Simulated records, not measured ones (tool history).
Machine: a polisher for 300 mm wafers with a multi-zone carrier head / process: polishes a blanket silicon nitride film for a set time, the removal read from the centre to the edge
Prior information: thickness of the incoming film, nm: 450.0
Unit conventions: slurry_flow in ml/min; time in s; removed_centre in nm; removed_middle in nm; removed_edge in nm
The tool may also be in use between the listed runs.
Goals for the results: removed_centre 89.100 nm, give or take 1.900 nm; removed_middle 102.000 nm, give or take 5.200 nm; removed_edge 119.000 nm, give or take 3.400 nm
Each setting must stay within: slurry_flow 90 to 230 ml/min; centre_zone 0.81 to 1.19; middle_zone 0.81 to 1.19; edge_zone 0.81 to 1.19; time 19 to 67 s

| run | hour | slurry_flow | centre_zone | middle_zone | edge_zone | time | removed_centre | removed_middle | removed_edge |
|---|---|---|---|---|---|---|---|---|---|
| 1 | 0.0 | 150 | 1.00 | 1.00 | 1.00 | 43 | 81.502 | 85.975 | 91.557 |
| 2 | 8.2 | 150 | 1.00 | 1.00 | 0.92 | 43 | 80.714 | 87.303 | 88.601 |
| 3 | 13.1 | 150 | 1.00 | 1.08 | 0.92 | 43 | 81.235 | 92.277 | 87.837 |
| 4 | 15.7 | 150 | 1.00 | 1.13 | 0.92 | 43 | 81.912 | 96.058 | 88.132 |
| 5 | 24.3 | 150 | 0.95 | 1.13 | 0.92 | 43 | 78.452 | 97.617 | 87.403 |
| 6 | 27.3 | 150 | 0.95 | 1.13 | 0.92 | 53 | 95.273 | 115.390 | 108.580 |
| 7 | 31.1 | 140 | 0.94 | 1.10 | 0.98 | 53 | 92.359 | 111.290 | 110.240 |
|  | 32.9 | slurry nozzle cleaned |
| 8 | 32.9 | 135 | 0.93 | 1.07 | 1.02 | 53 | 102.100 | 121.870 | 118.850 |

Exactly one of the 4 candidate moves below puts every result within its allowed miss. Which one?
| A | 34.7 | 150 | 1.17 | 0.82 | 1.01 | 52 | ? | ? | ? |
| B | 34.7 | 200 | 0.84 | 0.98 | 0.97 | 51 | ? | ? | ? |
| C | 34.7 | 160 | 0.81 | 0.87 | 1.07 | 50 | ? | ? | ? |
| D | 34.7 | 175 | 0.96 | 0.89 | 0.98 | 52 | ? | ? | ? |

| move | removed_centre | removed_middle | removed_edge |
|---|---|---|---|
| A | 125.040 | 97.039 | 120.160 |
| B | 97.738 | 115.660 | 119.570 |
| C | 89.428 | 99.209 | 119.290 |
| D | 108.820 | 106.620 | 120.810 |
A: misses by more than the last run did
B: moves toward the targets from the last run without getting all of them in spec
C: hits every target within its allowed miss
D: misses by more than the last run did
Move C is the one to make.

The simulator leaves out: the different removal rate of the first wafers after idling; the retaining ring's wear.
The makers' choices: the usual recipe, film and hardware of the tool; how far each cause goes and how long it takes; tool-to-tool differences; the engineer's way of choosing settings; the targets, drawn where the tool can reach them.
